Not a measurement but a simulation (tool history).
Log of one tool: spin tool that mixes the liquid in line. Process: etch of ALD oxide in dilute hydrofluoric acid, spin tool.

| run | hour | temperature setpoint of the liquid (°C) | parts of water to one part of 49 % hydrofluoric acid (parts by volume) | time under the liquid (s) | thickness taken off the ALD oxide on a monitor wafer (Å) |
|---|---|---|---|---|---|
| 1 | 0.0 | 26.0 | 80 | 85 | 191.02 |
| 2 | 6.3 | 26.0 | 80 | 85 | 187.80 |
| 3 | 14.2 | 26.0 | 80 | 90 | 204.07 |
| 4 | 18.3 | 23.5 | 80 | 90 | 182.08 |
| 5 | 20.1 | 23.0 | 80 | 90 | 177.57 |
| 6 | 25.7 | 23.0 | 65 | 90 | 223.08 |

The next listed run, before its measurement:
| 7 | 34.5 | 22.0 | 65 | 90 | ? |

thickness taken off the ALD oxide on a monitor wafer (Å): 216.86
